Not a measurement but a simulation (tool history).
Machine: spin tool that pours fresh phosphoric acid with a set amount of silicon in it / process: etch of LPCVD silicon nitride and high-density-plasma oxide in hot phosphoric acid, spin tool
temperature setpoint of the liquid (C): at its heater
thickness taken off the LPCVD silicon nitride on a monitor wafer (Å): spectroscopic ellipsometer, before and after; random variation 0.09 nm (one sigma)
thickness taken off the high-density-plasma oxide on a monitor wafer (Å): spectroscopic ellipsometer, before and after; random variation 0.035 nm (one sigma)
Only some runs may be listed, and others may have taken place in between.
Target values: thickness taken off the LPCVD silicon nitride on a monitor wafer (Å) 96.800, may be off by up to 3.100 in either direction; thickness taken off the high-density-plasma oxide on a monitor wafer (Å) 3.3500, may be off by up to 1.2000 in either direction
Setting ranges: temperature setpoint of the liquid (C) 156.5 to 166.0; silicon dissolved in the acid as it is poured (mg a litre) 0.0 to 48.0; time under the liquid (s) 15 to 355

run  hour  temperature setpoint of the liquid (C)  silicon dissolved in the acid as it is poured (mg a litre)  time under the liquid (s)  thickness taken off the LPCVD silicon nitride on a monitor wafer (Å)  thickness taken off the high-density-plasma oxide on a monitor wafer (Å)
  1   0.0                                   161.0                                                        21.0                        180                                                               164.450                                                                    2.9422
  2   5.5                                   160.0                                                        21.0                        180                                                               155.100                                                                    3.3102
  3  13.4                                   160.0                                                        21.0                        130                                                               114.600                                                                    2.2665
  4  16.8                                   160.0                                                        26.0                        130                                                               114.090                                                                    1.8902
  5  23.9                                   159.5                                                        24.0                        130                                                               112.110                                                                    2.3749
  6  31.9                                   159.0                                                        23.5                        130                                                               108.520                                                                    1.7482
  7  40.9                                   159.0                                                        20.5                        125                                                               105.690                                                                    2.4262
  8  44.5                                   159.0                                                        19.5                        125                                                               105.560                                                                    1.9940
  9  48.6                                   159.0                                                        17.0                        125                                                               107.110                                                                    2.1929
 10  52.6                                   159.0                                                        15.0                        125                                                               106.120                                                                    2.3934
 11  54.4                                   159.0                                                        13.0                        125                                                               106.240                                                                    1.8925
 12  56.5                                   158.5                                                        17.5                        125                                                               104.290                                                                    1.6048
 13  64.3                                   160.0                                                         4.0                        100                                                                86.514                                                                    2.4239
 14  73.0                                   160.5                                                         4.5                        100                                                                88.489                                                                    2.5240
 15  73.9                                   162.5                                                         0.5                        105                                                               102.240                                                                    3.4704

Below are 5 possible settings for the next run. Only one of them brings all results inside the allowed miss of their targets. Which is it?
  A  74.8                                   161.5                                                         0.0                        105                                                                     ?                                                                         ?
  B  74.8                                   162.5                                                         6.5                        110                                                                     ?                                                                         ?
  C  74.8                                   161.5                                                         4.5                        115                                                                     ?                                                                         ?
  D  74.8                                   163.0                                                         8.0                        110                                                                     ?                                                                         ?
  E  74.8                                   160.5                                                         1.0                        115                                                                     ?                                                                         ?

move  thickness taken off the LPCVD silicon nitride on a monitor wafer (Å)  thickness taken off the high-density-plasma oxide on a monitor wafer (Å)
   A                                                                96.911                                                                    3.1288
   B                                                               104.960                                                                    3.1106
   C                                                               106.140                                                                    3.1464
   D                                                               106.720                                                                    3.1267
   E                                                               102.650                                                                    3.1252
A: all results land within tolerance of their targets
B: misses by more than the last run did
C: misses by more than the last run did
D: misses by more than the last run did
E: misses by more than the last run did
The right move is A.

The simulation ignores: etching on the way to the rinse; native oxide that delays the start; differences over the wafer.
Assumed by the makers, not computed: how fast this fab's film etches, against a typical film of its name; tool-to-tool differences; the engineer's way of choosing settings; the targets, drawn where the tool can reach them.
